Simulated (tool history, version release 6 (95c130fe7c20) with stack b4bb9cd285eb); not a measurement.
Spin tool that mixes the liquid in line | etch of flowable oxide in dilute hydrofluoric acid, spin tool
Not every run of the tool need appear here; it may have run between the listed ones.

run  hour  temperature setpoint of the liquid (°C)  parts of water to one part of 49 % hydrofluoric acid (parts by volume)  time under the liquid (s)  thickness taken off the flowable oxide on a monitor wafer (nm)
  1     0                                       24                                                                     230                        120                                                          22.807
  2   4.4                                     25.5                                                                     205                        120                                                          27.542
  3  12.7                                     22.5                                                                     205                        120                                                          25.006
  4  15.4                                     22.5                                                                     205                        120                                                          24.755
  5  16.8                                       26                                                                     205                        120                                                          28.517
  6  25.7                                       27                                                                     185                        120                                                          33.754

Run 7 comes next. What will it give?
  7  31.9                                       28                                                                     175                        120                                                               ?

Run 7 gave thickness taken off the flowable oxide on a monitor wafer (nm) 36.729.

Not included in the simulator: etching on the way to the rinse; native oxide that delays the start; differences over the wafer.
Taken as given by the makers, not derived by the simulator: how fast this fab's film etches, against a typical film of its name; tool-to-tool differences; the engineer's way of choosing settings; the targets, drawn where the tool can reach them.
